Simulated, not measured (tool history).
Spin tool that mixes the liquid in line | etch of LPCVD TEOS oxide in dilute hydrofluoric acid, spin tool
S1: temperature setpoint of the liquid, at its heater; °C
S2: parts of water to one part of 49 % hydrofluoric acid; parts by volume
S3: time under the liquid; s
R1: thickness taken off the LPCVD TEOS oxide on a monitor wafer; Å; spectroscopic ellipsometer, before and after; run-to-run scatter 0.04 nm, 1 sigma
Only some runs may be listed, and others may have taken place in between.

run  hour    S1   S2  S3      R1
  1     0    24  190  40  57.841
  2   3.8    24  215  40  50.255
  3   8.1    24  265  40  38.611
  4  11.4  21.5  265  40  34.994
  5  14.5    23  265  40  37.561
  6  15.3  24.5  260  40  40.351

The next listed run, before its measurement:
  7  20.9  25.5  255  40   ?

Logged for run 7: R1 42.584 Å.

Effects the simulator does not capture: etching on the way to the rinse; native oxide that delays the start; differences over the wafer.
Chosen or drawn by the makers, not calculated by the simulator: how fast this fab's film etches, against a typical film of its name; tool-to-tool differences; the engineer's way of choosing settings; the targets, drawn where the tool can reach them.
